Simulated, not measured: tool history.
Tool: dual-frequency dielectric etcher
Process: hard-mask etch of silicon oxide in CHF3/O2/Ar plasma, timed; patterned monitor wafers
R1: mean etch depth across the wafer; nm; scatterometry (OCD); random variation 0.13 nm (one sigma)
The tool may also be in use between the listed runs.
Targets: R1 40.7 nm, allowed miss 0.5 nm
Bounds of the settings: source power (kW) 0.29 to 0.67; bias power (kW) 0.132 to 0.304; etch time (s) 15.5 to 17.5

{"run": 1, "hour": 0.0, "source power (kW)": 0.48, "bias power (kW)": 0.218, "etch time (s)": 17.5, "R1": 35.545}
{"run": 2, "hour": 3.5, "source power (kW)": 0.54, "bias power (kW)": 0.218, "etch time (s)": 17.5, "R1": 37.386}
{"run": 3, "hour": 12.2, "source power (kW)": 0.55, "bias power (kW)": 0.218, "etch time (s)": 17.5, "R1": 37.918}
{"run": 4, "hour": 19.2, "source power (kW)": 0.55, "bias power (kW)": 0.239, "etch time (s)": 17.5, "R1": 39.046}
{"run": 5, "hour": 26.5, "source power (kW)": 0.56, "bias power (kW)": 0.239, "etch time (s)": 17.5, "R1": 39.384}
{"run": 6, "hour": 32.8, "source power (kW)": 0.56, "bias power (kW)": 0.239, "etch time (s)": 15.5, "R1": 34.781}
{"run": 7, "hour": 36.2, "source power (kW)": 0.57, "bias power (kW)": 0.247, "etch time (s)": 15.5, "R1": 35.523}
{"run": 8, "hour": 37.3, "source power (kW)": 0.58, "bias power (kW)": 0.253, "etch time (s)": 15.5, "R1": 35.999}
{"run": 9, "hour": 42.6, "source power (kW)": 0.59, "bias power (kW)": 0.259, "etch time (s)": 15.5, "R1": 36.567}
{"run": 10, "hour": 47.7, "source power (kW)": 0.6, "bias power (kW)": 0.264, "etch time (s)": 15.5, "R1": 37.129}
{"run": 11, "hour": 52.6, "source power (kW)": 0.61, "bias power (kW)": 0.269, "etch time (s)": 15.5, "R1": 37.607}

Which of these 5 next moves meets every target?
{"run": "A", "hour": 57.5, "source power (kW)": 0.67, "bias power (kW)": 0.291, "etch time (s)": 16.5, "R1": "?"}
{"run": "B", "hour": 57.5, "source power (kW)": 0.67, "bias power (kW)": 0.237, "etch time (s)": 16, "R1": "?"}
{"run": "C", "hour": 57.5, "source power (kW)": 0.58, "bias power (kW)": 0.297, "etch time (s)": 16, "R1": "?"}
{"run": "D", "hour": 57.5, "source power (kW)": 0.65, "bias power (kW)": 0.265, "etch time (s)": 16, "R1": "?"}
{"run": "E", "hour": 57.5, "source power (kW)": 0.63, "bias power (kW)": 0.251, "etch time (s)": 17, "R1": "?"}

move=A R1=42.907
move=B R1=38.637
move=C R1=39.438
move=D R1=39.701
move=E R1=40.818
A: takes the result that was furthest off past its target
B: nearer than the last run, and not there yet
C: nearer than the last run, and not there yet
D: nearer than the last run, and not there yet
E: meets every target
Move E is the one to make.

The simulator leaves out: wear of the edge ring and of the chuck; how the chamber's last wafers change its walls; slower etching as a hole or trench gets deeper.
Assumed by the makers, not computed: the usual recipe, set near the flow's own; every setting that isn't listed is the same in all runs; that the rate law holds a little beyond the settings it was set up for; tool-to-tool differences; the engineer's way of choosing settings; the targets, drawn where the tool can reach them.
